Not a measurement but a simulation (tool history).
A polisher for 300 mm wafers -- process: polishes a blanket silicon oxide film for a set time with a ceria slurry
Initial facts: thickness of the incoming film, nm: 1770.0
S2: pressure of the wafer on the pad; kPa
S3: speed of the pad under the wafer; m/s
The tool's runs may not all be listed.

run 1 hour=0 | flow_of_slurry_(ml/min)=190 S2=13.8 S3=1.12 polishing_time_(s)=26 | film_removed_(Å)=704.54
run 2 hour=4 | flow_of_slurry_(ml/min)=175 S2=13.8 S3=1.12 polishing_time_(s)=26 | film_removed_(Å)=675.21
run 3 hour=9.6 | flow_of_slurry_(ml/min)=155 S2=13.8 S3=1.12 polishing_time_(s)=26 | film_removed_(Å)=678.94
run 4 hour=15.8 | flow_of_slurry_(ml/min)=155 S2=13.8 S3=1.22 polishing_time_(s)=26 | film_removed_(Å)=723.16
run 5 hour=20.8 | flow_of_slurry_(ml/min)=155 S2=13.8 S3=1.32 polishing_time_(s)=26 | film_removed_(Å)=773.8
run 6 hour=21.8 | flow_of_slurry_(ml/min)=155 S2=13.8 S3=1.5 polishing_time_(s)=26 | film_removed_(Å)=876.79
run 7 hour=27.7 | flow_of_slurry_(ml/min)=160 S2=13.8 S3=1.5 polishing_time_(s)=26 | film_removed_(Å)=885.07

Run 8, settings as shown, results not yet in. Your forecast:
run 8 hour=31.6 | flow_of_slurry_(ml/min)=165 S2=13.8 S3=1.5 polishing_time_(s)=26 | film_removed_(Å)=?

film removed (Å): 864.49

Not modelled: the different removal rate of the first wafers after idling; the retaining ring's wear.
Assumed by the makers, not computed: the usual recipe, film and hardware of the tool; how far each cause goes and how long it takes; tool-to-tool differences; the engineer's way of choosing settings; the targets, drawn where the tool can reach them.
